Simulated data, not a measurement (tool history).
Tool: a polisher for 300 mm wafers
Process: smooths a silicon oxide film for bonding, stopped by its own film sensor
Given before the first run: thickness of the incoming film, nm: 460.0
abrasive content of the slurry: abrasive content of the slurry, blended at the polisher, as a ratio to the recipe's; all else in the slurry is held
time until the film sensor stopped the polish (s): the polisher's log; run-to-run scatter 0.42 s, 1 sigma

run	day	flow of slurry (ml/min)	pressure of the wafer on the pad (psi)	speed of the pad under the wafer (cm/s)	abrasive content of the slurry	target thickness at which the film sensor stops the polish (angstrom)	time until the film sensor stopped the polish (s)
1	0	160	2.3	84	1	4030	85.949
2	0.362	180	2.3	84	1	4030	82.97
3	0.521	180	2.3	70	1	4030	97.174
4	0.642	185	2.5	72	1	4030	87.344
5	0.879	185	2.5	72	0.8	4030	99.178
6	1.146	185	3	72	0.8	4030	81.975

Forecast run 7:
7	1.312	185	3.1	76	0.8	4030	?

{"run 7": {"time until the film sensor stopped the polish (s)": 75.616}}
